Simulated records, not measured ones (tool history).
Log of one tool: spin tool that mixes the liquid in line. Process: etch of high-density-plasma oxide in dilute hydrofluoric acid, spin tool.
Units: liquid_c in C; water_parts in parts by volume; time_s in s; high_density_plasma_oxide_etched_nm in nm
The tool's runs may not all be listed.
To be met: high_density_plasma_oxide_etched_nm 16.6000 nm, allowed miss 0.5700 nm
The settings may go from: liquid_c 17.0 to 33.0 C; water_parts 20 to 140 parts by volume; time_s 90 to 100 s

run	hour	liquid_c	water_parts	time_s	high_density_plasma_oxide_etched_nm
1	0.0	25.0	75	90	9.5032
2	2.2	21.5	75	90	8.2473
3	4.9	21.5	100	90	5.9831
4	8.8	21.5	100	90	6.0393
5	16.8	23.0	95	90	6.7192
6	20.0	23.0	95	100	7.5401
7	21.4	24.0	90	100	8.2100
8	28.3	28.0	60	100	15.1100

Which of these 5 next moves meets every target?
A	35.2	30.5	60	100	?
B	35.2	30.0	55	100	?
C	35.2	28.0	50	100	?
D	35.2	28.5	55	90	?
E	35.2	27.5	55	95	?

move	high_density_plasma_oxide_etched_nm
A	16.5840
B	17.8790
C	18.3110
D	15.1700
E	15.3900
A: meets every target
B: takes the result that was furthest off past its target
C: takes the result that was furthest off past its target
D: as far off as the last run
E: nearer than the last run, and not there yet
The right move is A.

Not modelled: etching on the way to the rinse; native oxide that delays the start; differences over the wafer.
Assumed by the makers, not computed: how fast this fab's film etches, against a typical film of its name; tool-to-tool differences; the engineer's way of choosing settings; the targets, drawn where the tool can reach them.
